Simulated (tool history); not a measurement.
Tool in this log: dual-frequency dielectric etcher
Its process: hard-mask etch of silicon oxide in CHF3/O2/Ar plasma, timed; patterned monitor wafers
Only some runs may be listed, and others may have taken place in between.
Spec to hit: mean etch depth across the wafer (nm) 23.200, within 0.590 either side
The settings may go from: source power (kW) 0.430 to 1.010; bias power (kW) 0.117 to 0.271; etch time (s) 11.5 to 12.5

| run | hour | source power (kW) | bias power (kW) | etch time (s) | mean etch depth across the wafer (nm) |
|---|---|---|---|---|---|
| 1 | 0.0 | 0.720 | 0.194 | 12.5 | 26.888 |
| 2 | 3.3 | 0.770 | 0.194 | 12.5 | 27.563 |
| 3 | 8.7 | 0.720 | 0.189 | 12.5 | 26.708 |
| 4 | 14.4 | 0.820 | 0.189 | 12.5 | 27.361 |
| 5 | 19.4 | 0.800 | 0.178 | 12.5 | 26.621 |
| 6 | 20.2 | 0.800 | 0.206 | 12.5 | 28.832 |
| 7 | 28.4 | 0.760 | 0.197 | 12.5 | 27.723 |
| 8 | 33.1 | 0.730 | 0.189 | 12.5 | 26.765 |
| 9 | 34.8 | 0.700 | 0.182 | 12.5 | 26.040 |
| 10 | 38.1 | 0.670 | 0.177 | 12.5 | 25.121 |
| 11 | 40.9 | 0.650 | 0.175 | 12.5 | 24.822 |
| 12 | 43.6 | 0.630 | 0.173 | 12.5 | 24.298 |

Which single option among these 5 for the next run brings every result within its allowed miss of target? Just one does.
| A | 46.3 | 0.680 | 0.178 | 12.5 | ? |
| B | 46.3 | 0.790 | 0.169 | 12.5 | ? |
| C | 46.3 | 0.580 | 0.203 | 12.5 | ? |
| D | 46.3 | 0.480 | 0.185 | 12.5 | ? |
| E | 46.3 | 0.700 | 0.208 | 12.0 | ? |

| move | mean etch depth across the wafer (nm) |
|---|---|
| A | 25.190 |
| B | 25.710 |
| C | 25.673 |
| D | 23.178 |
| E | 26.400 |
A: further off than the last run
B: further off than the last run
C: further off than the last run
D: hits every target within its allowed miss
E: further off than the last run
D meets every target.

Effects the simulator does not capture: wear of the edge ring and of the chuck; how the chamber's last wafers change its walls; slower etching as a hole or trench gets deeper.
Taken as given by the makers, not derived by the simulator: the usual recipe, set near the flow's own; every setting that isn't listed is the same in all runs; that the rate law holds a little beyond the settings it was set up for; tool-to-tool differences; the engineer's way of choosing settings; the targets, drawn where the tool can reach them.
